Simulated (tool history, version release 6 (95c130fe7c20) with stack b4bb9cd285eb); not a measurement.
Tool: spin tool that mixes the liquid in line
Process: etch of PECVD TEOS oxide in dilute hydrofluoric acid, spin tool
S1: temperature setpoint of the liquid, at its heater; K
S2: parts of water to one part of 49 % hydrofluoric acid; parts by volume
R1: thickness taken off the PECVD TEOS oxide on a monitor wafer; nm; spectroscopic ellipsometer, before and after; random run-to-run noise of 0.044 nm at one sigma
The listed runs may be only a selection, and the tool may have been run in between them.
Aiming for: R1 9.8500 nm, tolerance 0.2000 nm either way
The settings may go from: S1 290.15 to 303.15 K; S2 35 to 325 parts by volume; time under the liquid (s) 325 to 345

Run 1, hour 0.0: S1 295.15 K, S2 180 parts by volume, time under the liquid (s) 325. Result: R1 12.8190 nm.
Run 2, hour 3.4: S1 295.15 K, S2 155 parts by volume, time under the liquid (s) 325. Result: R1 15.2260 nm.
Run 3, hour 11.9: S1 294.15 K, S2 160 parts by volume, time under the liquid (s) 325. Result: R1 14.1860 nm.
Run 4, hour 17.9: S1 297.15 K, S2 160 parts by volume, time under the liquid (s) 325. Result: R1 15.7180 nm.
Run 5, hour 23.3: S1 296.15 K, S2 165 parts by volume, time under the liquid (s) 325. Result: R1 14.7340 nm.
Run 6, hour 30.3: S1 296.15 K, S2 165 parts by volume, time under the liquid (s) 325. Result: R1 14.6310 nm.
Run 7, hour 32.9: S1 295.15 K, S2 170 parts by volume, time under the liquid (s) 325. Result: R1 13.6320 nm.
Run 8, hour 33.5: S1 294.15 K, S2 175 parts by volume, time under the liquid (s) 325. Result: R1 12.7800 nm.
Run 9, hour 37.4: S1 293.65 K, S2 180 parts by volume, time under the liquid (s) 325. Result: R1 12.0390 nm.
Run 10, hour 44.0: S1 293.15 K, S2 180 parts by volume, time under the liquid (s) 325. Result: R1 11.8700 nm.
Run 11, hour 47.8: S1 292.65 K, S2 180 parts by volume, time under the liquid (s) 325. Result: R1 11.5900 nm.
Run 12, hour 55.6: S1 292.15 K, S2 180 parts by volume, time under the liquid (s) 325. Result: R1 11.4010 nm.
Run 13, hour 59.2: S1 291.65 K, S2 180 parts by volume, time under the liquid (s) 325. Result: R1 11.1460 nm.
Run 14, hour 61.0: S1 290.65 K, S2 185 parts by volume, time under the liquid (s) 325. Result: R1 10.3730 nm.

Next run, 5 choices. One meets every target within its allowed miss, the rest don't. Which?
Run A, hour 62.8: S1 292.65 K, S2 190 parts by volume, time under the liquid (s) 330. Result: R1 ?.
Run B, hour 62.8: S1 290.15 K, S2 190 parts by volume, time under the liquid (s) 325. Result: R1 ?.
Run C, hour 62.8: S1 291.65 K, S2 205 parts by volume, time under the liquid (s) 325. Result: R1 ?.
Run D, hour 62.8: S1 290.15 K, S2 180 parts by volume, time under the liquid (s) 325. Result: R1 ?.
Run E, hour 62.8: S1 290.15 K, S2 185 parts by volume, time under the liquid (s) 330. Result: R1 ?.

move       R1
   A  11.0700
   B   9.8755
   C   9.5782
   D  10.5220
   E  10.3460
A: misses by more than the last run did
B: each result inside its tolerance
C: pushes the last run's worst result past its target
D: misses by more than the last run did
E: an improvement on the last run, though not all results are within tolerance
Correct choice: B, which meets every target

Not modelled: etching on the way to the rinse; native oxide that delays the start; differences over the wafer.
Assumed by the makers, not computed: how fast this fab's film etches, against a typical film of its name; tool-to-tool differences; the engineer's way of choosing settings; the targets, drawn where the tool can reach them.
